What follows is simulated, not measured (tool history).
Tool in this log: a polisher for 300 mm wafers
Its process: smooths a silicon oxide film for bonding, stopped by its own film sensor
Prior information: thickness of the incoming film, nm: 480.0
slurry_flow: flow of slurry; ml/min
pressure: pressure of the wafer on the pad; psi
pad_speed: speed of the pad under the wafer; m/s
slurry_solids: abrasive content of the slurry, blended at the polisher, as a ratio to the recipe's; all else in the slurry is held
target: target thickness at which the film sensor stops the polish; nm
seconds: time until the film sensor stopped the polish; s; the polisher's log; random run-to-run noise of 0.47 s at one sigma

run,hour,slurry_flow,pressure,pad_speed,slurry_solids,target,seconds
1,0.0,290,2.4,0.90,1.0,437,53.864
2,2.3,290,2.5,0.90,1.0,437,50.767
3,10.9,235,2.5,0.90,1.0,437,52.688
4,19.8,235,2.5,0.80,1.0,437,57.463
5,27.3,235,2.2,0.80,1.0,437,66.152
6,35.3,235,2.2,0.80,1.0,441,58.318

Expected results for the next run?
7,37.0,235,2.3,0.80,1.0,441,?

seconds: 57.448 s
